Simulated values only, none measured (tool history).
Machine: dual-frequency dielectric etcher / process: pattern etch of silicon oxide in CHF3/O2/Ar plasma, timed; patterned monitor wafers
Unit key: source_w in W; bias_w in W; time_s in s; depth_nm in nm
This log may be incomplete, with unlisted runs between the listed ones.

run 1 hour=0.0 | source_w=660 bias_w=168 time_s=639 | depth_nm=1254.4
run 2 hour=1.8 | source_w=590 bias_w=162 time_s=639 | depth_nm=1195.1
run 3 hour=5.2 | source_w=590 bias_w=148 time_s=639 | depth_nm=1163.4
run 4 hour=6.6 | source_w=540 bias_w=146 time_s=639 | depth_nm=1131.5
run 5 hour=10.1 | source_w=540 bias_w=169 time_s=639 | depth_nm=1180.1
run 6 hour=17.7 | source_w=590 bias_w=169 time_s=639 | depth_nm=1218.1
run 7 hour=18.7 | source_w=540 bias_w=161 time_s=639 | depth_nm=1168.3
run 8 hour=22.9 | source_w=500 bias_w=154 time_s=639 | depth_nm=1137.1
run 9 hour=25.4 | source_w=400 bias_w=130 time_s=639 | depth_nm=1013.8

Run 10, settings as shown, results not yet in. Your forecast:
run 10 hour=33.3 | source_w=420 bias_w=131 time_s=639 | depth_nm=?

{"run 10": {"depth_nm": 1028.1}}

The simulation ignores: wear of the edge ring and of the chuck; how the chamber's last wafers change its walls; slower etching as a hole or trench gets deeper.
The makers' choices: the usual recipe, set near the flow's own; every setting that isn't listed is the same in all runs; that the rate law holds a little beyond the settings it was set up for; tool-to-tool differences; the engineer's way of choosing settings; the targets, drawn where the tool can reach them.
